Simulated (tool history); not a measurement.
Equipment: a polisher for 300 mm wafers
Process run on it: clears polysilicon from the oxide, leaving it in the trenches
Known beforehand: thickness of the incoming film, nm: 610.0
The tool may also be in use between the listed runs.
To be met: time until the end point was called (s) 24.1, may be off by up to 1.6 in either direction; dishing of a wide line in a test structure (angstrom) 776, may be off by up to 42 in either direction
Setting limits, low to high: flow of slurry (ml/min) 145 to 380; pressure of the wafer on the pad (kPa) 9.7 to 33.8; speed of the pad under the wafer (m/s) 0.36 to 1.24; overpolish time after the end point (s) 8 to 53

run  hour  flow of slurry (ml/min)  pressure of the wafer on the pad (kPa)  speed of the pad under the wafer (m/s)  overpolish time after the end point (s)  time until the end point was called (s)  dishing of a wide line in a test structure (angstrom)
  1     0                      245                                    21.4                                     0.8                                       27                                   44.784                                                 778.75
  2   3.6                      245                                    16.5                                     0.8                                       27                                   60.414                                                 732.05
  3   9.6                      245                                    16.5                                     0.8                                       20                                   58.424                                                 717.02
  4  11.2                      285                                    16.5                                     0.8                                       20                                    59.59                                                  720.9
  5  15.2                      285                                    16.5                                    0.98                                       20                                   49.635                                                  721.3
  6  18.2                      235                                    16.5                                    0.98                                       20                                   52.666                                                 717.75
  7  24.6                      235                                      20                                    1.02                                       17                                   40.604                                                 738.83
  8  26.1                      235                                    22.1                                    1.04                                       15                                   36.825                                                 733.93
  9  30.8                      235                                    24.1                                    1.06                                       15                                   32.479                                                 753.73
 10  37.1                      235                                    25.5                                    1.08                                       14                                   30.298                                                 760.39

Of the 5 settings listed for the next run, only one would bring every result within its allowed miss of target. Which one?
  A  43.4                      185                                    29.6                                     1.2                                       16                                        ?                                                      ?
  B  43.4                      205                                    29.6                                    0.98                                       22                                        ?                                                      ?
  C  43.4                      290                                    28.3                                    1.06                                       26                                        ?                                                      ?
  D  43.4                      230                                    26.9                                    1.16                                       18                                        ?                                                      ?
  E  43.4                      240                                    31.7                                    0.92                                       30                                        ?                                                      ?

move  time until the end point was called (s)  dishing of a wide line in a test structure (angstrom)
   A                                   25.166                                                 794.44
   B                                   29.621                                                 798.42
   C                                   27.769                                                 800.92
   D                                   27.636                                                 795.23
   E                                   28.679                                                 801.36
A: every result within its allowed miss
B: gains on the last run, yet a result remains outside its allowed miss
C: gains on the last run, yet a result remains outside its allowed miss
D: gains on the last run, yet a result remains outside its allowed miss
E: gains on the last run, yet a result remains outside its allowed miss
A is the move that brings every result within its allowed miss.

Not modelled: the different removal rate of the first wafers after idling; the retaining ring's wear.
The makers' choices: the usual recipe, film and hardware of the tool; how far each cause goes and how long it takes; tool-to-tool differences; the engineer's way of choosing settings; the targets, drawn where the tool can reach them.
